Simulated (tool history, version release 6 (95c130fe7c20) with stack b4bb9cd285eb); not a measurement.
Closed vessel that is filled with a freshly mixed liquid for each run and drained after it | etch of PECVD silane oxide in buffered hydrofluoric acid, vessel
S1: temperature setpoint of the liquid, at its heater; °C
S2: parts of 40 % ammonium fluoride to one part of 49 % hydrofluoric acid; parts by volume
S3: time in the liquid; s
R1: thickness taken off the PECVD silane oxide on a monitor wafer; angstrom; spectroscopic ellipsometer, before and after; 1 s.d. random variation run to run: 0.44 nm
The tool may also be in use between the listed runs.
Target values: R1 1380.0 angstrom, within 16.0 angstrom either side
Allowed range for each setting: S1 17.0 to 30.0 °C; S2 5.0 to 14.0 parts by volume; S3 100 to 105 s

| run | day | S1 | S2 | S3 | R1 |
|---|---|---|---|---|---|
| 1 | 0.000 | 22.0 | 8.5 | 100 | 2005.6 |
| 2 | 0.200 | 20.5 | 9.0 | 100 | 1735.8 |
| 3 | 0.554 | 20.5 | 9.0 | 100 | 1739.4 |
| 4 | 0.833 | 22.0 | 9.0 | 100 | 1896.8 |
| 5 | 1.154 | 22.0 | 9.0 | 100 | 1886.9 |
| 6 | 1.325 | 20.5 | 9.0 | 100 | 1739.6 |
| 7 | 1.554 | 19.5 | 9.0 | 100 | 1645.0 |
| 8 | 1.683 | 18.5 | 9.0 | 100 | 1555.2 |
| 9 | 1.817 | 18.0 | 9.0 | 100 | 1516.1 |
| 10 | 2.062 | 17.5 | 9.0 | 100 | 1467.5 |
| 11 | 2.142 | 17.0 | 9.0 | 100 | 1423.7 |
| 12 | 2.250 | 17.0 | 9.0 | 100 | 1425.5 |

4 candidate next runs follow, results not yet known. Just one meets every target within its allowed miss. Identify it.
| A | 2.358 | 18.5 | 10.5 | 100 | ? |
| B | 2.358 | 18.5 | 10.5 | 105 | ? |
| C | 2.358 | 18.5 | 9.5 | 100 | ? |
| D | 2.358 | 17.5 | 9.5 | 105 | ? |

| move | R1 |
|---|---|
| A | 1390.7 |
| B | 1460.2 |
| C | 1506.3 |
| D | 1494.4 |
A: every result lands within tolerance
B: its largest miss is bigger than the last run's
C: its largest miss is bigger than the last run's
D: its largest miss is bigger than the last run's
A meets every target.
